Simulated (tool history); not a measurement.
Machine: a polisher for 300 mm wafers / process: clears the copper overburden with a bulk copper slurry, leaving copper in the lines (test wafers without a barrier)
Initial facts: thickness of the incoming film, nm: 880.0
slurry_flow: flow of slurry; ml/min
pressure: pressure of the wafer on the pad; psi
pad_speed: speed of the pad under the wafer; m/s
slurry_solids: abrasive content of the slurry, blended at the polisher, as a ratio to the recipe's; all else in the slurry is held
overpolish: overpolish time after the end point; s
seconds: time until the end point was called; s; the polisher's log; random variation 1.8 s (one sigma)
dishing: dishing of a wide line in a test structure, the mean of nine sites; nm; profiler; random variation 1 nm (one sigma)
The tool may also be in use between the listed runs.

| run | day | slurry_flow | pressure | pad_speed | slurry_solids | overpolish | seconds | dishing |
|---|---|---|---|---|---|---|---|---|
| 1 | 0.000 | 310 | 2.8 | 0.92 | 1.0 | 14 | 103.80 | 63.948 |
| 2 | 0.179 | 310 | 2.8 | 0.92 | 0.9 | 14 | 106.76 | 63.390 |
| 3 | 0.296 | 305 | 2.3 | 0.92 | 0.9 | 16 | 127.05 | 60.805 |
| 4 | 0.638 | 375 | 2.3 | 0.92 | 0.9 | 16 | 129.16 | 59.478 |
| 5 | 0.725 | 375 | 2.3 | 0.92 | 0.9 | 21 | 125.07 | 73.179 |
| 6 | 0.867 | 375 | 2.0 | 0.90 | 0.9 | 21 | 148.30 | 66.276 |

Run 7 has not been measured yet. What should we expect?
| 7 | 1.238 | 375 | 1.8 | 0.90 | 0.9 | 21 | ? | ? |

{"run 7": {"seconds": 162.92, "dishing": 60.647}}

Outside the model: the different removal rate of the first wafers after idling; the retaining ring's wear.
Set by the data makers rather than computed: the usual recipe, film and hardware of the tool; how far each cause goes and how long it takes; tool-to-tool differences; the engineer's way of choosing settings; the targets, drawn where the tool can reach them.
